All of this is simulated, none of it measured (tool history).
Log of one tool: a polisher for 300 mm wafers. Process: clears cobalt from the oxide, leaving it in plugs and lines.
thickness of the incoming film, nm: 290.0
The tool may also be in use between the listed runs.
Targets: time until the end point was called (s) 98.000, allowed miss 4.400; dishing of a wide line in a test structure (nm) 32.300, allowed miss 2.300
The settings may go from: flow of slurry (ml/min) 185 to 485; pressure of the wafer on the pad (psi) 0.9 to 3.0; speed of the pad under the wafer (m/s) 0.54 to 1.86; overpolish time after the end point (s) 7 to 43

run  hour  flow of slurry (ml/min)  pressure of the wafer on the pad (psi)  speed of the pad under the wafer (m/s)  overpolish time after the end point (s)  time until the end point was called (s)  dishing of a wide line in a test structure (nm)
  1   0.0                      310                                     1.9                                    1.18                                       22                                   65.065                                           46.506
  2   0.8                      310                                     1.4                                    1.18                                       22                                   89.733                                           40.456
  3   9.8                      240                                     1.4                                    1.18                                       22                                   89.192                                           42.293
  4  13.7                      240                                     1.6                                    1.18                                       22                                   80.995                                           41.393
  5  14.4                      240                                     1.6                                    1.18                                       29                                   79.380                                           47.793
  6  17.0                      240                                     1.6                                    1.18                                       23                                   80.276                                           44.761
  7  19.0                      235                                     1.2                                    1.16                                       13                                  109.780                                           27.068
  8  21.5                      235                                     1.2                                    1.16                                       14                                  109.130                                           28.416

Which of these 5 next moves meets every target?
  A  24.0                      230                                     1.4                                    1.28                                       13                                        ?                                                ?
  B  24.0                      185                                     1.9                                    0.84                                       15                                        ?                                                ?
  C  24.0                      295                                     1.2                                    1.42                                       10                                        ?                                                ?
  D  24.0                      185                                     1.3                                    0.92                                       15                                        ?                                                ?
  E  24.0                      250                                     1.4                                    1.10                                       20                                        ?                                                ?

move  time until the end point was called (s)  dishing of a wide line in a test structure (nm)
   A                                   84.158                                           31.352
   B                                   97.380                                           31.321
   C                                   85.623                                           26.041
   D                                  128.640                                           26.069
   E                                   96.446                                           37.177
A: takes the result that was furthest off past its target
B: meets every target
C: takes the result that was furthest off past its target
D: further off than the last run
E: brings the result that was furthest off to its target, and leaves another outside
The right move is B.
